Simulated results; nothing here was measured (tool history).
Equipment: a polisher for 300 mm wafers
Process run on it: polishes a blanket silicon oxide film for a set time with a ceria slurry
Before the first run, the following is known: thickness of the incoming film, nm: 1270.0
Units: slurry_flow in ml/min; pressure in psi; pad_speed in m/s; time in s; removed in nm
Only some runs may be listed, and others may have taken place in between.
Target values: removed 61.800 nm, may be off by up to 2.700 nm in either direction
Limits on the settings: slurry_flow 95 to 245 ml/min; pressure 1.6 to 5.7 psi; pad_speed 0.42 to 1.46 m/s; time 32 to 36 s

| run | day | slurry_flow | pressure | pad_speed | time | removed |
|---|---|---|---|---|---|---|
| 1 | 0.000 | 155 | 3.6 | 0.94 | 36 | 141.240 |
| 2 | 0.038 | 155 | 3.2 | 0.90 | 36 | 122.160 |
| 3 | 0.354 | 155 | 2.9 | 0.86 | 36 | 105.110 |
| 4 | 0.571 | 155 | 2.6 | 0.84 | 36 | 93.738 |
| 5 | 0.946 | 155 | 3.4 | 0.84 | 36 | 120.370 |
| 6 | 1.183 | 155 | 3.4 | 0.84 | 36 | 119.870 |
| 7 | 1.538 | 155 | 3.0 | 0.82 | 36 | 105.080 |
| 8 | 1.900 | 155 | 2.7 | 0.80 | 36 | 92.107 |
| 9 | 2.154 | 155 | 2.5 | 0.80 | 36 | 84.875 |
| 10 | 2.475 | 155 | 2.3 | 0.80 | 36 | 78.249 |
| 11 | 2.596 | 150 | 1.6 | 0.78 | 36 | 55.095 |
| 12 | 2.912 | 155 | 1.6 | 0.78 | 36 | 56.176 |
| 13 | 3.283 | 160 | 1.6 | 0.78 | 36 | 55.688 |
| 14 | 3.542 | 160 | 1.7 | 0.78 | 36 | 58.118 |

5 candidate next runs follow, results not yet known. Just one meets every target within its allowed miss. Identify it.
| A | 3.800 | 185 | 1.7 | 0.80 | 32 | ? |
| B | 3.800 | 200 | 1.6 | 0.88 | 32 | ? |
| C | 3.800 | 170 | 1.8 | 0.72 | 34 | ? |
| D | 3.800 | 165 | 1.6 | 0.76 | 36 | ? |
| E | 3.800 | 145 | 1.9 | 0.76 | 36 | ? |

| move | removed |
|---|---|
| A | 53.724 |
| B | 56.287 |
| C | 53.698 |
| D | 53.357 |
| E | 61.235 |
A: its largest miss is bigger than the last run's
B: its largest miss is bigger than the last run's
C: its largest miss is bigger than the last run's
D: its largest miss is bigger than the last run's
E: in spec on every target
E is the move that brings every result within its allowed miss.

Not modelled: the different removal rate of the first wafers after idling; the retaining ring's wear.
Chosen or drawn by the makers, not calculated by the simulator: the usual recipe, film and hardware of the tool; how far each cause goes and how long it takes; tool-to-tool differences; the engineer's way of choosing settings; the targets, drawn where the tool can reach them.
